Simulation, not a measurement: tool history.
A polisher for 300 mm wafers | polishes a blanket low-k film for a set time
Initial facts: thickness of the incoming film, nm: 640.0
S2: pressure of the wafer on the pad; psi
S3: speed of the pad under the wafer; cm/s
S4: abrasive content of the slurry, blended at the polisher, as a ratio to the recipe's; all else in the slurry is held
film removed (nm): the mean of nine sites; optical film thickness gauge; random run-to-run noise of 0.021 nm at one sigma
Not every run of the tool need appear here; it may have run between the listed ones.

Run 1, day 0.000: flow of slurry (ml/min) 270, S2 1.6 psi, S3 108 cm/s, S4 1.00, polishing time (s) 21. Result: film removed (nm) 7.1047.
Run 2, day 0.371: flow of slurry (ml/min) 270, S2 1.8 psi, S3 108 cm/s, S4 1.00, polishing time (s) 21. Result: film removed (nm) 8.0493.
Run 3, day 0.600: flow of slurry (ml/min) 270, S2 1.8 psi, S3 128 cm/s, S4 1.00, polishing time (s) 21. Result: film removed (nm) 8.9174.
Run 4, day 0.662: flow of slurry (ml/min) 270, S2 1.6 psi, S3 114 cm/s, S4 1.00, polishing time (s) 21. Result: film removed (nm) 7.4075.
Run 5, day 0.954: flow of slurry (ml/min) 270, S2 1.6 psi, S3 114 cm/s, S4 0.85, polishing time (s) 21. Result: film removed (nm) 6.4717.
Run 6, day 1.171: flow of slurry (ml/min) 270, S2 1.4 psi, S3 106 cm/s, S4 0.85, polishing time (s) 21. Result: film removed (nm) 5.3993.
Run 7, day 1.362: flow of slurry (ml/min) 270, S2 1.3 psi, S3 102 cm/s, S4 0.85, polishing time (s) 21. Result: film removed (nm) 4.8384.
Run 8, day 1.479: flow of slurry (ml/min) 270, S2 1.2 psi, S3 100 cm/s, S4 0.85, polishing time (s) 21. Result: film removed (nm) 4.4949.
Run 9, day 1.800: flow of slurry (ml/min) 270, S2 1.1 psi, S3 98 cm/s, S4 0.85, polishing time (s) 21. Result: film removed (nm) 4.0679.
Run 10, day 2.071: flow of slurry (ml/min) 260, S2 0.7 psi, S3 86 cm/s, S4 0.85, polishing time (s) 21. Result: film removed (nm) 2.3713.
Run 11, day 2.146: flow of slurry (ml/min) 280, S2 0.7 psi, S3 86 cm/s, S4 0.85, polishing time (s) 21. Result: film removed (nm) 2.4210.
Run 12, day 2.246: flow of slurry (ml/min) 280, S2 0.8 psi, S3 86 cm/s, S4 0.85, polishing time (s) 21. Result: film removed (nm) 2.7277.
Run 13, day 2.338: flow of slurry (ml/min) 285, S2 0.8 psi, S3 86 cm/s, S4 0.85, polishing time (s) 21. Result: film removed (nm) 2.7401.
Run 14, day 2.504: flow of slurry (ml/min) 290, S2 0.8 psi, S3 86 cm/s, S4 0.85, polishing time (s) 21. Result: film removed (nm) 2.7444.
Run 15, day 2.704: flow of slurry (ml/min) 295, S2 0.8 psi, S3 86 cm/s, S4 0.85, polishing time (s) 21. Result: film removed (nm) 2.7516.
Run 16, day 3.050: flow of slurry (ml/min) 305, S2 0.8 psi, S3 86 cm/s, S4 0.85, polishing time (s) 21. Result: film removed (nm) 2.7560.
Run 17, day 3.225: flow of slurry (ml/min) 310, S2 0.8 psi, S3 86 cm/s, S4 0.85, polishing time (s) 21. Result: film removed (nm) 2.7632.
Run 18, day 3.329: flow of slurry (ml/min) 315, S2 0.8 psi, S3 86 cm/s, S4 0.85, polishing time (s) 21. Result: film removed (nm) 2.7450.
Run 19, day 3.571: flow of slurry (ml/min) 315, S2 0.9 psi, S3 86 cm/s, S4 0.85, polishing time (s) 21. Result: film removed (nm) 3.1171.

Run 20 comes next. What will it give?
Run 20, day 3.688: flow of slurry (ml/min) 305, S2 0.9 psi, S3 86 cm/s, S4 0.85, polishing time (s) 21. Result: film removed (nm) ?.

{"run 20": {"film removed (nm)": 3.0884}}

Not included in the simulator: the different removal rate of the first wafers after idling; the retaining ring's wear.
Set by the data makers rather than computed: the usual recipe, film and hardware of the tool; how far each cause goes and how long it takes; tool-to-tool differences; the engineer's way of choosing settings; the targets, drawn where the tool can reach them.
